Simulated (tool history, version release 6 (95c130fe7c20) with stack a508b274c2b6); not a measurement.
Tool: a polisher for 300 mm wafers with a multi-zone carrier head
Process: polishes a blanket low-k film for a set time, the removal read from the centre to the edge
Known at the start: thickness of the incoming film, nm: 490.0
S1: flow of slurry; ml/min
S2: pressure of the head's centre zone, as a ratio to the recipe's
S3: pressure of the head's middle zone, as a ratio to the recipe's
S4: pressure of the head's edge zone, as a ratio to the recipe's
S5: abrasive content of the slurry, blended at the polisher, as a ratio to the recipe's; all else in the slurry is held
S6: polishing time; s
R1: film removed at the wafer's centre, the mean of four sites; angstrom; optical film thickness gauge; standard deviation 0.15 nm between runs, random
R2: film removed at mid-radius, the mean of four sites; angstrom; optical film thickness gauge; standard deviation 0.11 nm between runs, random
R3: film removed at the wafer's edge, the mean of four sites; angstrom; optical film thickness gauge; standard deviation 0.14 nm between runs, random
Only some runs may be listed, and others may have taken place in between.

{"run": 1, "hour": 0.0, "S1": 165, "S2": 1.0, "S3": 1.0, "S4": 1.0, "S5": 1.0, "S6": 45, "R1": 131.66, "R2": 130.04, "R3": 126.79}
{"run": 2, "hour": 0.9, "S1": 165, "S2": 0.95, "S3": 1.0, "S4": 1.0, "S5": 1.0, "S6": 45, "R1": 122.44, "R2": 130.56, "R3": 125.69}
{"run": 3, "hour": 6.1, "S1": 165, "S2": 0.95, "S3": 1.0, "S4": 1.0, "S5": 1.0, "S6": 50, "R1": 136.32, "R2": 143.31, "R3": 142.45}
{"run": 4, "hour": 8.1, "S1": 165, "S2": 0.95, "S3": 1.0, "S4": 0.94, "S5": 1.0, "S6": 50, "R1": 138.26, "R2": 145.02, "R3": 134.86}
{"hour": 14.9, "done": "worn pad replaced by a new one"}
{"run": 5, "hour": 14.9, "S1": 165, "S2": 0.95, "S3": 1.0, "S4": 0.94, "S5": 1.0, "S6": 58, "R1": 175.58, "R2": 186.9, "R3": 177.51}
{"run": 6, "hour": 22.6, "S1": 150, "S2": 0.95, "S3": 1.0, "S4": 0.94, "S5": 1.0, "S6": 58, "R1": 177.51, "R2": 183.27, "R3": 174.31}
{"run": 7, "hour": 29.0, "S1": 150, "S2": 0.92, "S3": 0.96, "S4": 0.93, "S5": 0.9, "S6": 58, "R1": 158.77, "R2": 167.95, "R3": 163.96}
{"run": 8, "hour": 30.2, "S1": 145, "S2": 0.9, "S3": 0.92, "S4": 0.92, "S5": 0.8, "S6": 58, "R1": 143.63, "R2": 147.6, "R3": 151.85}
{"run": 9, "hour": 35.9, "S1": 140, "S2": 0.88, "S3": 0.9, "S4": 0.89, "S5": 0.8, "S6": 58, "R1": 138.43, "R2": 144.7, "R3": 149.62}
{"run": 10, "hour": 38.8, "S1": 140, "S2": 0.87, "S3": 0.88, "S4": 0.87, "S5": 0.75, "S6": 58, "R1": 132.24, "R2": 135.15, "R3": 140.04}

What will run 11 give?
{"run": 11, "hour": 45.9, "S1": 135, "S2": 0.86, "S3": 0.87, "S4": 0.86, "S5": 0.75, "S6": 58, "R1": "?", "R2": "?", "R3": "?"}

{"run 11": {"R1": 127.88, "R2": 137.47, "R3": 137.54}}
